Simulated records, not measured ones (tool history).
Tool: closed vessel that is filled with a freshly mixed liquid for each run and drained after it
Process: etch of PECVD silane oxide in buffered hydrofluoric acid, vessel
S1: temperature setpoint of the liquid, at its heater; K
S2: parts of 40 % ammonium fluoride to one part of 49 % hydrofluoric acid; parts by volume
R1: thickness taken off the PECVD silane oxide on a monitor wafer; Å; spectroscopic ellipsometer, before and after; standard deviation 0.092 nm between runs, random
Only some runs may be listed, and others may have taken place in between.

run 1 hour=0 | S1=297.15 S2=17.5 time_in_the_liquid_(s)=35 | R1=431.94
run 2 hour=8.7 | S1=297.15 S2=20 time_in_the_liquid_(s)=35 | R1=379.69
run 3 hour=17.7 | S1=297.15 S2=20 time_in_the_liquid_(s)=35 | R1=379.44
run 4 hour=23.4 | S1=300.15 S2=20 time_in_the_liquid_(s)=35 | R1=446.84
run 5 hour=27.1 | S1=298.65 S2=20 time_in_the_liquid_(s)=35 | R1=413.17
run 6 hour=29.4 | S1=300.15 S2=20 time_in_the_liquid_(s)=35 | R1=443.27
run 7 hour=35.7 | S1=298.65 S2=20 time_in_the_liquid_(s)=35 | R1=411.33

Run 8 is up next; what results do you expect?
run 8 hour=43.8 | S1=294.65 S2=20.5 time_in_the_liquid_(s)=35 | R1=?

R1: 324.28 Å

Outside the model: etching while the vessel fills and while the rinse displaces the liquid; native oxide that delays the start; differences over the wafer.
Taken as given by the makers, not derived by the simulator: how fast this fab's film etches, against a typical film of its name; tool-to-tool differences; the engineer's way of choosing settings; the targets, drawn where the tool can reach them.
